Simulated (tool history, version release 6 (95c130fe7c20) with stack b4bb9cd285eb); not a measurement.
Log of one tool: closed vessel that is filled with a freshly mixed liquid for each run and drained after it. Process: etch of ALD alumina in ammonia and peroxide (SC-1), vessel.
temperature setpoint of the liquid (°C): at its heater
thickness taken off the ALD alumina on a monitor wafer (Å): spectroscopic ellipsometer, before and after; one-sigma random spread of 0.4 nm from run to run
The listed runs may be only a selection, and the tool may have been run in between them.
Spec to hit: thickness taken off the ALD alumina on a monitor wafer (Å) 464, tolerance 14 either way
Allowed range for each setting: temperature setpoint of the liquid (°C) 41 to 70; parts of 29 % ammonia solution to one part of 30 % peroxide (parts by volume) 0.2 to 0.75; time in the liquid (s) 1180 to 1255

run	hour	temperature setpoint of the liquid (°C)	parts of 29 % ammonia solution to one part of 30 % peroxide (parts by volume)	time in the liquid (s)	thickness taken off the ALD alumina on a monitor wafer (Å)
1	0	57	0.45	1180	617.64
2	7.8	57	0.45	1180	622.1
3	12.3	56	0.45	1180	587.48
4	14.5	56	0.4	1180	577.65
# hour 21.4: thermometer replaced
5	21.4	55.5	0.4	1180	624.81
6	29.8	54	0.4	1180	568.33
7	37.5	53	0.4	1180	538.16
8	43.7	49.5	0.4	1180	447.34

Consider the 5 candidate settings below. Which is the only one whose results all fall within their allowed miss of target?
A	49.9	50	0.55	1255	?
B	49.9	50.5	0.4	1235	?
C	49.9	49	0.5	1235	?
D	49.9	50.5	0.4	1210	?
E	49.9	50.5	0.4	1255	?

move	thickness taken off the ALD alumina on a monitor wafer (Å)
A	507.26
B	497.77
C	468.11
D	487.69
E	505.83
A: the result that was furthest off in the last run now lies on the other side of its target
B: the result that was furthest off in the last run now lies on the other side of its target
C: every result lands within tolerance
D: the result that was furthest off in the last run now lies on the other side of its target
E: the result that was furthest off in the last run now lies on the other side of its target
The move that meets every target is C.
